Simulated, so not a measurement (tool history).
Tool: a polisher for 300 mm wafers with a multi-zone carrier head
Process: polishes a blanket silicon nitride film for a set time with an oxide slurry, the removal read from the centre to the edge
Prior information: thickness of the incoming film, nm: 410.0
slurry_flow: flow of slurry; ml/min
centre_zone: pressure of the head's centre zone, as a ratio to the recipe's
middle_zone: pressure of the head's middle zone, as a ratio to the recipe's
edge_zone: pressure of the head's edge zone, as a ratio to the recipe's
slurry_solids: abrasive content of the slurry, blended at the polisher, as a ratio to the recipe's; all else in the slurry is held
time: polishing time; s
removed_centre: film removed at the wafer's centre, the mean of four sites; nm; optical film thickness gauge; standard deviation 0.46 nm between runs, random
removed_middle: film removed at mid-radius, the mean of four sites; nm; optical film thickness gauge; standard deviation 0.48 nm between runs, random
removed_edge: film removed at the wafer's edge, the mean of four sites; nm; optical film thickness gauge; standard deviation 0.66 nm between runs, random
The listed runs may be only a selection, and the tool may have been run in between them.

| run | hour | slurry_flow | centre_zone | middle_zone | edge_zone | slurry_solids | time | removed_centre | removed_middle | removed_edge |
|---|---|---|---|---|---|---|---|---|---|---|
| 1 | 0 | 295 | 1 | 1 | 1 | 1 | 79 | 40.257 | 39.871 | 38.201 |
| 2 | 7 | 295 | 1 | 1 | 1 | 1.1 | 79 | 41.792 | 41.614 | 39.364 |
| 3 | 11.1 | 295 | 1 | 1 | 1 | 1 | 79 | 40.661 | 39.722 | 37.561 |
| 4 | 17 | 290 | 0.99 | 0.97 | 1.04 | 1.15 | 80 | 42.609 | 41.947 | 41.046 |
| 5 | 25.5 | 285 | 0.96 | 0.93 | 1.08 | 1.25 | 82 | 43.356 | 43.545 | 45.021 |
| 6 | 26.8 | 225 | 0.96 | 0.93 | 1.08 | 1.25 | 82 | 41.879 | 41.776 | 43.98 |
| 7 | 34 | 225 | 0.96 | 0.93 | 1.08 | 1.25 | 82 | 42.082 | 41.631 | 43.754 |

Estimate the outcome of run 8 from the log above:
| 8 | 40.7 | 245 | 0.91 | 0.9 | 1.18 | 1.5 | 86 | ? | ? | ? |

{"run 8": {"removed_centre": 45.522, "removed_middle": 45.825, "removed_edge": 51.013}}
